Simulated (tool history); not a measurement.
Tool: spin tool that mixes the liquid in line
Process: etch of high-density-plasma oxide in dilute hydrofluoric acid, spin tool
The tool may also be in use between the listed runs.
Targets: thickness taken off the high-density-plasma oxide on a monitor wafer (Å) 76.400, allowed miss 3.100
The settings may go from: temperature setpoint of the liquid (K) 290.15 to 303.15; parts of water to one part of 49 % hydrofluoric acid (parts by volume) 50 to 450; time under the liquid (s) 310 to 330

run    day  temperature setpoint of the liquid (K)  parts of water to one part of 49 % hydrofluoric acid (parts by volume)  time under the liquid (s)  thickness taken off the high-density-plasma oxide on a monitor wafer (Å)
  1  0.000                                  295.15                                                                     250                        310                                                                    59.830
  2  0.312                                  295.15                                                                     315                        310                                                                    44.325
  3  0.433                                  296.65                                                                     300                        310                                                                    49.815
  4  0.662                                  297.65                                                                     290                        310                                                                    54.069
  5  0.688                                  297.65                                                                     330                        310                                                                    46.880
  6  1.054                                  294.15                                                                     330                        310                                                                    40.526
  7  1.379                                  295.65                                                                     310                        310                                                                    46.857
     1.458  -- hydrofluoric acid flow meter replaced
  8  1.458                                  296.65                                                                     295                        310                                                                    46.499
  9  1.804                                  296.65                                                                     195                        315                                                                    79.611

5 next moves are on the table. One of them brings every result within its allowed miss. Which?
  A  2.150                                  296.15                                                                     210                        330                                                                         ?
  B  2.150                                  298.65                                                                     210                        330                                                                         ?
  C  2.150                                  296.65                                                                     200                        330                                                                         ?
  D  2.150                                  301.15                                                                     225                        330                                                                         ?
  E  2.150                                  296.65                                                                     195                        330                                                                         ?

move  thickness taken off the high-density-plasma oxide on a monitor wafer (Å)
   A                                                                    75.817
   B                                                                    83.085
   C                                                                    81.958
   D                                                                    83.313
   E                                                                    84.509
A: meets every target
B: further off than the last run
C: further off than the last run
D: further off than the last run
E: further off than the last run
Move A is the one to make.
